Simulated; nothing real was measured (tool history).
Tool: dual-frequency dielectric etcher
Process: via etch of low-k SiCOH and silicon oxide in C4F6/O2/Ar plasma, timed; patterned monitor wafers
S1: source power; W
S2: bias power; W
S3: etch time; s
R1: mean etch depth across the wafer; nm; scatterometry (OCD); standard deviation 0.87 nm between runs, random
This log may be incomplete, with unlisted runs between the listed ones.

run,hour,S1,S2,S3,R1
1,0,320,172,71,191.12
2,5.3,310,171,71,186.89
3,9.9,310,191,71,196.27
4,15.1,310,217,71,207.07
# hour 20.3: wet clean of the chamber
5,20.3,330,217,71,218.82
6,21.3,330,217,74,228.05
7,26.8,290,215,74,214.57
8,30.7,270,210,74,200.99
9,37.1,250,209,74,193.25
10,45.9,240,209,74,188.1

Run 11 is up next; what results do you expect?
11,52.8,230,209,74,?

R1: 183.91 nm
